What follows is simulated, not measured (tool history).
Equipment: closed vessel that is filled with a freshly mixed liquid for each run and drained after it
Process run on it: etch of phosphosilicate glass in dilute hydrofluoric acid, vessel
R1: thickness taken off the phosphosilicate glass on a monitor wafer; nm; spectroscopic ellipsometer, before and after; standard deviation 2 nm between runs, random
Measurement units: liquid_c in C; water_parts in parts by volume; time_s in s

{"run": 1, "hour": 0.0, "liquid_c": 24, "water_parts": 100, "time_s": 95, "R1": 163.69}
{"run": 2, "hour": 4.0, "liquid_c": 24, "water_parts": 100, "time_s": 100, "R1": 172.06}
{"run": 3, "hour": 6.1, "liquid_c": 25.5, "water_parts": 100, "time_s": 100, "R1": 184.42}
{"run": 4, "hour": 13.1, "liquid_c": 25.5, "water_parts": 100, "time_s": 100, "R1": 184.57}
{"run": 5, "hour": 20.9, "liquid_c": 27.5, "water_parts": 95, "time_s": 100, "R1": 209.39}
{"run": 6, "hour": 22.3, "liquid_c": 29, "water_parts": 90, "time_s": 100, "R1": 234.18}
{"run": 7, "hour": 25.9, "liquid_c": 30, "water_parts": 90, "time_s": 100, "R1": 244.55}
{"run": 8, "hour": 27.7, "liquid_c": 30, "water_parts": 90, "time_s": 100, "R1": 246.37}
{"run": 9, "hour": 36.9, "liquid_c": 30.5, "water_parts": 90, "time_s": 100, "R1": 253.05}
{"run": 10, "hour": 40.7, "liquid_c": 31, "water_parts": 90, "time_s": 100, "R1": 257.76}

Run 11 is up next; what results do you expect?
{"run": 11, "hour": 47.7, "liquid_c": 31.5, "water_parts": 90, "time_s": 100, "R1": "?"}

Run 11 came out at R1 260.07 nm.
